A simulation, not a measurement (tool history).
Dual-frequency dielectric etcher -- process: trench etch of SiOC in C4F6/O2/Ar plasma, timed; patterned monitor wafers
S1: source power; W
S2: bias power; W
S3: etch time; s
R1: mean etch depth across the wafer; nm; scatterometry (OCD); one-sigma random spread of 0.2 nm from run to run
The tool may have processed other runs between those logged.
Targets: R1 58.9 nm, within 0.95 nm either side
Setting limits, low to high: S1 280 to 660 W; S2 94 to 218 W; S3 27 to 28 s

run 1 hour=0 | S1=470 S2=156 S3=27 | R1=54.986
run 2 hour=8.4 | S1=410 S2=156 S3=27 | R1=52.955
run 3 hour=11.9 | S1=410 S2=156 S3=27 | R1=53.122
run 4 hour=16 | S1=410 S2=132 S3=27 | R1=49.489
run 5 hour=20.8 | S1=410 S2=132 S3=28 | R1=51.376
run 6 hour=27.2 | S1=340 S2=132 S3=28 | R1=48.778
run 7 hour=30.7 | S1=380 S2=133 S3=28 | R1=50.325
run 8 hour=36 | S1=410 S2=134 S3=28 | R1=51.812
run 9 hour=44.7 | S1=440 S2=135 S3=28 | R1=52.982
run 10 hour=53.1 | S1=460 S2=136 S3=28 | R1=53.58
run 11 hour=55.4 | S1=480 S2=137 S3=28 | R1=54.664

Exactly one of the 5 candidate moves below puts every result within its allowed miss. Which one?
run A hour=57.7 | S1=500 S2=149 S3=28 | R1=?
run B hour=57.7 | S1=470 S2=172 S3=28 | R1=?
run C hour=57.7 | S1=640 S2=149 S3=27.5 | R1=?
run D hour=57.7 | S1=620 S2=151 S3=28 | R1=?
run E hour=57.7 | S1=570 S2=109 S3=27.5 | R1=?

move=A R1=57.305
move=B R1=59.51
move=C R1=60.679
move=D R1=61.484
move=E R1=51.927
A: nearer the targets than the last run, but a result is still out of spec
B: all results in spec
C: takes the biggest miss from the last run beyond its target
D: takes the biggest miss from the last run beyond its target
E: moves away from the targets compared with the last run
So the answer is move B, the one that meets all the targets.
